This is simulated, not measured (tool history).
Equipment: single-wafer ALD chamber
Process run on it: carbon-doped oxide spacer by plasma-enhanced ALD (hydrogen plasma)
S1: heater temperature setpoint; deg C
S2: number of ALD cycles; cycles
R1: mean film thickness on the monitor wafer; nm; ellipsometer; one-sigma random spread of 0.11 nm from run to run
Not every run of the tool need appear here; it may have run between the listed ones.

Run 1, hour 0.0: S1 405 deg C, S2 541 cycles. Result: R1 30.515 nm.
Run 2, hour 3.2: S1 407 deg C, S2 499 cycles. Result: R1 27.889 nm.
Run 3, hour 6.2: S1 407 deg C, S2 467 cycles. Result: R1 26.343 nm.
Run 4, hour 12.5: S1 409 deg C, S2 444 cycles. Result: R1 24.589 nm.
Run 5, hour 17.6: S1 409 deg C, S2 519 cycles. Result: R1 28.805 nm.
Run 6, hour 20.9: S1 411 deg C, S2 488 cycles. Result: R1 26.978 nm.
Run 7, hour 22.7: S1 412 deg C, S2 463 cycles. Result: R1 25.480 nm.
Run 8, hour 28.0: S1 414 deg C, S2 446 cycles. Result: R1 24.576 nm.
Run 9, hour 29.4: S1 418 deg C, S2 368 cycles. Result: R1 19.981 nm.

The next listed run, before its measurement:
Run 10, hour 31.1: S1 416 deg C, S2 373 cycles. Result: R1 ?.

{"run 10": {"R1": 20.378}}

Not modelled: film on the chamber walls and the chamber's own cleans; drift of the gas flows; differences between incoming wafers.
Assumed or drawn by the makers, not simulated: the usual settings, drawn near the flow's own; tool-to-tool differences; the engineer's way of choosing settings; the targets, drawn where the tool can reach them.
